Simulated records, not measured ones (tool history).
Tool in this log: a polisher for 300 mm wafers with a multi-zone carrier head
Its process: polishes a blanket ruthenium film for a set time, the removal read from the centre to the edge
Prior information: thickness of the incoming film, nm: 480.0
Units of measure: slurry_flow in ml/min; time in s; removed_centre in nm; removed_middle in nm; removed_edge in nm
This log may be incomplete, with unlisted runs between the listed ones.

| run | day | slurry_flow | centre_zone | middle_zone | edge_zone | time | removed_centre | removed_middle | removed_edge |
|---|---|---|---|---|---|---|---|---|---|
| 1 | 0.000 | 310 | 1.00 | 1.00 | 1.00 | 39 | 33.104 | 34.034 | 34.881 |
| 2 | 0.367 | 350 | 1.00 | 1.00 | 1.00 | 39 | 34.262 | 34.453 | 34.278 |
| 3 | 0.650 | 350 | 1.00 | 1.00 | 1.00 | 34 | 29.890 | 30.265 | 29.662 |
| 4 | 0.896 | 350 | 0.94 | 1.00 | 1.00 | 34 | 28.462 | 30.030 | 29.776 |
| 5 | 1.262 | 350 | 0.94 | 1.06 | 1.00 | 34 | 28.428 | 31.697 | 29.841 |
| 6 | 1.379 | 350 | 0.94 | 1.06 | 0.97 | 34 | 28.238 | 31.660 | 29.775 |

Run 7 has not been measured yet. What should we expect?
| 7 | 1.717 | 350 | 0.96 | 1.07 | 0.97 | 36 | ? | ? | ? |

Logged for run 7: removed_centre 30.077 nm, removed_middle 32.844 nm, removed_edge 31.431 nm.
